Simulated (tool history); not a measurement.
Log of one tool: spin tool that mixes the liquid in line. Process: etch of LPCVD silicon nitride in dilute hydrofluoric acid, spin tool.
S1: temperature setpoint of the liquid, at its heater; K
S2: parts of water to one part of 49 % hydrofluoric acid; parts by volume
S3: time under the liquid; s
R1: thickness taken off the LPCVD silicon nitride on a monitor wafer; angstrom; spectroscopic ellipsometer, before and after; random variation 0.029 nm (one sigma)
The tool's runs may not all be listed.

| run | hour | S1 | S2 | S3 | R1 |
|---|---|---|---|---|---|
| 1 | 0 | 296.15 | 100 | 265 | 11.064 |
| 2 | 5.8 | 299.65 | 100 | 265 | 13.807 |
| 3 | 11.2 | 299.65 | 130 | 265 | 11.875 |
| 4 | 12.1 | 302.15 | 130 | 265 | 12.491 |
| 5 | 13.3 | 302.15 | 100 | 265 | 17.817 |
| 6 | 20.6 | 299.65 | 115 | 265 | 12.346 |

The next listed run, before its measurement:
| 7 | 29.6 | 298.15 | 125 | 265 | ? |

R1: 10.771 angstrom
